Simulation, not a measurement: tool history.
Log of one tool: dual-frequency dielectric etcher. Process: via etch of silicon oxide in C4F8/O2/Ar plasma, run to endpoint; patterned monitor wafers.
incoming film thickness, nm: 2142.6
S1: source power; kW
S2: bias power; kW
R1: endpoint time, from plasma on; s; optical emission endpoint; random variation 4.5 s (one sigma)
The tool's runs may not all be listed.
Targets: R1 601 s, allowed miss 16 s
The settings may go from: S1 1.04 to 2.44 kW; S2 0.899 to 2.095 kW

run,hour,S1,S2,R1
1,0,1.74,1.497,482.14
2,5.8,1.67,1.461,495.2
3,9.7,1.61,1.435,503.88
4,10.3,1.55,1.408,517.37
5,17.1,1.5,1.394,523.22
6,21.4,1.46,1.376,524.53
7,26.3,1.42,1.347,539.71
8,27.3,1.39,1.335,536
9,30.7,1.35,1.308,561.75
10,33.8,1.33,1.304,545.9
11,40.6,1.3,1.281,570.64

Which of these 4 next moves meets every target?
A,47.4,1.2,1.395,?
B,47.4,1.23,1.142,?
C,47.4,1.44,1.28,?
D,47.4,1.26,0.976,?

move,R1
A,555.75
B,599.86
C,542.37
D,637.77
A: further off than the last run
B: meets every target
C: further off than the last run
D: takes the result that was furthest off past its target
Answer: B

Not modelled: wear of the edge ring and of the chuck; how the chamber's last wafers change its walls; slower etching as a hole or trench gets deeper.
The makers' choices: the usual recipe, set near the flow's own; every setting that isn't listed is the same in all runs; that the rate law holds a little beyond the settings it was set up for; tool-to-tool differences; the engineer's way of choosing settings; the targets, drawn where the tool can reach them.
